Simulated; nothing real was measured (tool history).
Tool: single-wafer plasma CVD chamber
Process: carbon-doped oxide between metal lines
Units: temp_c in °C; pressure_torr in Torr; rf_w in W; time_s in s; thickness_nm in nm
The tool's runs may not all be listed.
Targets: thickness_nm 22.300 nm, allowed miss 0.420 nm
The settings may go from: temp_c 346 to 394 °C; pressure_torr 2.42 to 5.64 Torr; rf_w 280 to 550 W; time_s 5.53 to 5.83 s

run	hour	temp_c	pressure_torr	rf_w	time_s	thickness_nm
1	0.0	370	4.03	415	5.83	26.066
2	6.4	372	3.79	400	5.82	24.839
3	12.9	372	4.09	400	5.82	25.078
4	14.3	372	3.46	400	5.82	24.808
5	15.5	372	3.93	400	5.82	24.979
6	21.1	372	3.54	400	5.82	24.895
7	24.0	374	3.47	390	5.81	24.292
8	31.3	375	3.42	380	5.80	24.009
9	38.0	375	3.42	370	5.79	23.250
10	43.4	375	3.39	365	5.79	23.381
11	45.7	376	3.33	360	5.78	22.698
12	51.9	377	3.31	360	5.78	22.965

Which of these 5 next moves meets every target?
A	58.1	376	3.70	385	5.83	?
B	58.1	372	3.57	345	5.68	?
C	58.1	378	3.12	395	5.77	?
D	58.1	375	3.54	390	5.62	?
E	58.1	368	2.97	380	5.73	?

move	thickness_nm
A	24.195
B	22.122
C	23.902
D	23.483
E	23.576
A: further off than the last run
B: meets every target
C: further off than the last run
D: further off than the last run
E: further off than the last run
Move B is the one to make.
